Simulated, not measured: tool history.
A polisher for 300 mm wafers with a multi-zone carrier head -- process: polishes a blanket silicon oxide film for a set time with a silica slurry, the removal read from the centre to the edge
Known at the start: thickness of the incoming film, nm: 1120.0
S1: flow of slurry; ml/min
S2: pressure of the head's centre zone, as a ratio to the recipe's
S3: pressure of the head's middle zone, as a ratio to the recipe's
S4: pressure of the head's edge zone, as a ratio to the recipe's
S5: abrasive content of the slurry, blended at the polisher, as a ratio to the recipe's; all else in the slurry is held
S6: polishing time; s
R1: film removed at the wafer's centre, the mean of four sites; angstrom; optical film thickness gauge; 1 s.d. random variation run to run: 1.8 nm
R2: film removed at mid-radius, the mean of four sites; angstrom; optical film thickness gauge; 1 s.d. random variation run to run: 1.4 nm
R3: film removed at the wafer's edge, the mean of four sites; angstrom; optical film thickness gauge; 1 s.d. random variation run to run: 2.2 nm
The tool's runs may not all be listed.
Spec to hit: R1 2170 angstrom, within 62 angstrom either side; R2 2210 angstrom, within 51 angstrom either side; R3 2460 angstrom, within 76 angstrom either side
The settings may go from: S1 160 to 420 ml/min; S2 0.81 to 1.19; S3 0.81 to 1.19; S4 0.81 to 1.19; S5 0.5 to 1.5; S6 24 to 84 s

run	hour	S1	S2	S3	S4	S5	S6	R1	R2	R3
1	0	270	1	1	1	1	54	1612.8	1583.2	1567.5
2	2.6	270	1	0.92	1	1	54	1635.6	1469.3	1580
3	3.5	270	1	0.92	1	0.85	54	1471.3	1329.4	1423.2
4	8.8	270	1	0.92	1	0.85	63	1711.8	1564.5	1637.8
5	10.4	275	0.98	0.93	1.05	1	63	1889.1	1730.9	1909.2
6	13.1	275	0.98	0.86	1.05	1	63	1865.4	1631.2	1904.4
7	16.8	295	0.92	0.96	1.15	1.25	64	2027.8	2065.4	2273.1
8	25.8	305	0.92	0.96	1.16	1.3	64	2084.6	2093.9	2350.9
9	32.3	315	0.92	0.97	1.17	1.3	64	2079.3	2133.1	2350.7
10	36.3	315	0.92	0.97	1.18	1.3	64	2079.4	2114.5	2325.9

Of the 5 settings listed for the next run, only one would bring every result within its allowed miss of target. Which one?
A	40.3	320	0.91	0.94	1.17	1.3	72	?	?	?
B	40.3	360	0.81	0.99	1.19	1.3	65	?	?	?
C	40.3	280	0.96	1.08	1.16	1.25	60	?	?	?
D	40.3	335	0.95	1.01	1.16	1.3	64	?	?	?
E	40.3	380	0.91	0.96	1.18	1.1	72	?	?	?

move	R1	R2	R3
A	2355.1	2344	2620.9
B	1957.7	2234.6	2405.1
C	1986.4	2127.8	2109.6
D	2180.2	2222.4	2324.8
E	2208.7	2233.8	2455.8
A: moves the result that the last run missed by most past its target, out the other side
B: brings the result that was furthest off to its target, and leaves another outside
C: the biggest miss grows against the last run
D: brings the result that was furthest off to its target, and leaves another outside
E: every result lands within tolerance
The right move is E.

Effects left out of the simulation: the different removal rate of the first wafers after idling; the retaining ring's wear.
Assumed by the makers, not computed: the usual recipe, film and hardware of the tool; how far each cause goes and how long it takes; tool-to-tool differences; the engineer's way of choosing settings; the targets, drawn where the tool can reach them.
